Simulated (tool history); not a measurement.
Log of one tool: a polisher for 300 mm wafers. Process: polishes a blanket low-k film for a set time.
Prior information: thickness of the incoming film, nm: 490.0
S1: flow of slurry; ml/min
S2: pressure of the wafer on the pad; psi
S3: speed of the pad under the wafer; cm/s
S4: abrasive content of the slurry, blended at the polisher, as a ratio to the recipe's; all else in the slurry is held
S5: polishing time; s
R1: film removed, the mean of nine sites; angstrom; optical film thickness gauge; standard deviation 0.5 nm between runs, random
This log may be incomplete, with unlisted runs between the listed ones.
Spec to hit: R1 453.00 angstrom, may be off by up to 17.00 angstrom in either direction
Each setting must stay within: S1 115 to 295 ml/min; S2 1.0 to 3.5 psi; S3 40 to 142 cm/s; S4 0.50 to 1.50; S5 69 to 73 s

run  hour   S1   S2  S3    S4  S5      R1
  1   0.0  190  2.2  90  1.00  69  293.30
  2   3.2  190  2.2  90  1.15  69  307.42
  3  11.0  190  2.2  90  0.95  69  282.21
  4  20.0  190  2.5  90  0.95  69  315.18
  5  27.5  190  2.5  90  0.95  73  342.11
  6  31.3  190  2.5  80  0.95  73  312.48
  7  33.8  190  2.8  80  0.95  73  340.27
  8  42.8  190  3.0  82  0.95  73  374.65
  9  50.5  190  3.1  82  0.95  73  392.98
 10  52.7  190  3.2  82  0.95  73  401.64
 11  57.8  190  3.3  82  0.95  73  414.77
 12  63.5  190  3.4  82  0.95  73  420.60
 13  67.6  190  3.4  84  0.95  73  426.56

Of the 5 settings listed for the next run, only one would bring every result within its allowed miss of target. Which one?
  A  71.7  245  3.5   68  1.00  73   ?
  B  71.7  215  3.3   86  1.10  71   ?
  C  71.7  195  3.4   88  1.30  70   ?
  D  71.7  175  3.2  102  0.75  73   ?
  E  71.7  155  3.1   90  1.15  70   ?

move      R1
   A  390.85
   B  443.78
   C  483.87
   D  412.99
   E  412.45
A: lands further from the targets than the last run did
B: meets every target
C: pushes the last run's worst result past its target
D: lands further from the targets than the last run did
E: lands further from the targets than the last run did
B is the move that brings every result within its allowed miss.

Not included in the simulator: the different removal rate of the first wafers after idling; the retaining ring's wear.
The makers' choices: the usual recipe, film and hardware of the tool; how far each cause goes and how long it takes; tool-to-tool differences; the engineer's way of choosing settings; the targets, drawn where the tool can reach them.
